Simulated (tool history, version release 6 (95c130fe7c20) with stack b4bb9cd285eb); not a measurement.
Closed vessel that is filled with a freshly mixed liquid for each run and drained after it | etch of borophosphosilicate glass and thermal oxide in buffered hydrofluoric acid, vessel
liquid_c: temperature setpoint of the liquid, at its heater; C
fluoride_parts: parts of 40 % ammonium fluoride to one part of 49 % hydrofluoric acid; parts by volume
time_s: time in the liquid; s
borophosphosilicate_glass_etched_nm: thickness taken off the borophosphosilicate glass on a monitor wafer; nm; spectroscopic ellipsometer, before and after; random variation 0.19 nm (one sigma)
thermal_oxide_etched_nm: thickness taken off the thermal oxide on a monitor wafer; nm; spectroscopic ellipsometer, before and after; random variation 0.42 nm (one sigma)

run,hour,liquid_c,fluoride_parts,time_s,borophosphosilicate_glass_etched_nm,thermal_oxide_etched_nm
1,0,23,22,60,34.865,32.349
2,5.5,24,22,60,36.795,34.523
3,7.8,25.5,22,60,39.555,37.134
4,9.4,26,22,60,41.113,38.277
5,15.8,26.5,22,60,41.978,39.614
6,22,26.5,22,80,56.172,51.849
7,26.9,26.5,22,80,56.034,52.287
8,28.2,25.5,22,80,53.4,49.034

The next listed run, before its measurement:
9,30.5,24.5,22.5,80,?,?

Run 9 gave borophosphosilicate_glass_etched_nm 49.721 nm, thermal_oxide_etched_nm 46.174 nm.
